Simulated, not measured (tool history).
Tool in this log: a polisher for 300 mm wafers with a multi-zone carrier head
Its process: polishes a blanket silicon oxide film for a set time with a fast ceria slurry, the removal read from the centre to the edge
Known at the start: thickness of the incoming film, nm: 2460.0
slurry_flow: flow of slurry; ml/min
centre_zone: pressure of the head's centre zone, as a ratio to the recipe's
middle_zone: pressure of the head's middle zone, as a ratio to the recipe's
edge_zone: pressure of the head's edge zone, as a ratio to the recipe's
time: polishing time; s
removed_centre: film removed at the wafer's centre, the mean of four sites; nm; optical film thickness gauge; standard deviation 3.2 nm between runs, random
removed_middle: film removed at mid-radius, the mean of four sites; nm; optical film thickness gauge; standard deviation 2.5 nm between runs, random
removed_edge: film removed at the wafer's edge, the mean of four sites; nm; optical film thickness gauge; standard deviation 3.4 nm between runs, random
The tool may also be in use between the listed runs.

run	day	slurry_flow	centre_zone	middle_zone	edge_zone	time	removed_centre	removed_middle	removed_edge
1	0	275	1	1	1	44	492.48	490.75	478.29
2	0.362	275	1	1	0.94	44	488.64	492.38	467.11
3	0.542	275	1	1	0.97	44	488.82	487.35	470.29
4	0.575	340	1	1	0.97	44	499.76	496.48	490.78
5	0.946	315	0.97	0.98	0.93	38	416.09	420.95	411.14
6	1.158	315	0.97	0.98	0.93	45	493.33	500.52	485.21
7	1.367	295	0.94	0.96	0.9	39	407.53	422.76	403.43

What does the tool deliver on the next run?
8	1.667	295	0.94	0.96	0.9	39	?	?	?

{"run 8": {"removed_centre": 411.37, "removed_middle": 418.16, "removed_edge": 408.57}}
